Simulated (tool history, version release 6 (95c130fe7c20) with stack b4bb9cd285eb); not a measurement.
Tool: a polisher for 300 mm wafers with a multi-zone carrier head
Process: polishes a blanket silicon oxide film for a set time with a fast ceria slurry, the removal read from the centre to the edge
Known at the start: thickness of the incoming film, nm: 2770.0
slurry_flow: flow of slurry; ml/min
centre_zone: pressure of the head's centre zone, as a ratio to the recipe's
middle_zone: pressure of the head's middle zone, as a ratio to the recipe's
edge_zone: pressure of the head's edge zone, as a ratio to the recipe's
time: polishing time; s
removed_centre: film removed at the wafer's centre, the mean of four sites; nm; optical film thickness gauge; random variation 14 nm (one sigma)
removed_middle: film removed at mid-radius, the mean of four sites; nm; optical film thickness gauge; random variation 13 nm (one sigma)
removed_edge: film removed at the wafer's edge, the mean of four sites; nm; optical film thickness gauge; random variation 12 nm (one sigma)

run    day  slurry_flow  centre_zone  middle_zone  edge_zone  time  removed_centre  removed_middle  removed_edge
  1      0          195            1            1          1    82          742.63          836.63        845.06
  2  0.146          195            1         1.04          1    82          743.18          866.55        832.79
  3  0.183          205         1.05         1.03       1.02    85          831.29          895.99        864.57
  4  0.304          180         1.05         1.03       1.02    85          801.45          891.78        841.35
  5  0.342          205         1.07         1.01       1.04    88          894.01          923.56        914.06
  6  0.496          205         1.07         1.01       1.12    88          870.17          919.84        929.11
  7  0.738          220         1.09            1       1.13    89          906.33          914.83         950.5
  8  0.775          230         1.11            1       1.13    90          908.53          957.11        965.96

Run 9 comes next. What will it give?
  9  0.833          220         1.13         0.98       1.13    92               ?               ?             ?

Run 9 gave removed_centre 973.16 nm, removed_middle 955.14 nm, removed_edge 997.22 nm.
